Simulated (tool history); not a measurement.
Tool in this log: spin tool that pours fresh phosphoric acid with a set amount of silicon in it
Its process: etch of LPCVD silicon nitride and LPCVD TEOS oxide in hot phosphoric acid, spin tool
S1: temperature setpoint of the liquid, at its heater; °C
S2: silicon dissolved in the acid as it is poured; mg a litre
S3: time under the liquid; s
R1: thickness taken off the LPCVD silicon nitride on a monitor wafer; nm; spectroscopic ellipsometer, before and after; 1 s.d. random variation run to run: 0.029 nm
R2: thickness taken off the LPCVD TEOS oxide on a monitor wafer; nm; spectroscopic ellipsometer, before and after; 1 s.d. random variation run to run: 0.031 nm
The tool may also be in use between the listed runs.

Run 1, hour 0: S1 162 °C, S2 10 mg a litre, S3 70 s. Result: R1 6.0458 nm, R2 0.41259 nm.
Run 2, hour 7: S1 161.5 °C, S2 7 mg a litre, S3 60 s. Result: R1 5.1519 nm, R2 0.34697 nm.
Run 3, hour 15.2: S1 161.5 °C, S2 5 mg a litre, S3 55 s. Result: R1 4.6931 nm, R2 0.36214 nm.
Run 4, hour 18.9: S1 161.5 °C, S2 5 mg a litre, S3 70 s. Result: R1 5.8944 nm, R2 0.49677 nm.
Run 5, hour 23.8: S1 161.5 °C, S2 7 mg a litre, S3 70 s. Result: R1 5.916 nm, R2 0.50839 nm.
Run 6, hour 25.9: S1 160.5 °C, S2 5.5 mg a litre, S3 65 s. Result: R1 5.377 nm, R2 0.43314 nm.
Run 7, hour 26.9: S1 161 °C, S2 0 mg a litre, S3 35 s. Result: R1 2.9635 nm, R2 0.23108 nm.
Run 8, hour 32.8: S1 162 °C, S2 0.5 mg a litre, S3 35 s. Result: R1 3.0483 nm, R2 0.27411 nm.
Run 9, hour 34.2: S1 163.5 °C, S2 4.5 mg a litre, S3 50 s. Result: R1 4.4447 nm, R2 0.40352 nm.
Run 10, hour 41.8: S1 163 °C, S2 3 mg a litre, S3 50 s. Result: R1 4.4384 nm, R2 0.44556 nm.
Run 11, hour 48.2: S1 162.5 °C, S2 2 mg a litre, S3 50 s. Result: R1 4.4002 nm, R2 0.37434 nm.

Forecast run 12:
Run 12, hour 56.7: S1 163 °C, S2 3 mg a litre, S3 40 s. Result: R1 ?, R2 ?.

R1: 3.5676 nm
R2: 0.30387 nm

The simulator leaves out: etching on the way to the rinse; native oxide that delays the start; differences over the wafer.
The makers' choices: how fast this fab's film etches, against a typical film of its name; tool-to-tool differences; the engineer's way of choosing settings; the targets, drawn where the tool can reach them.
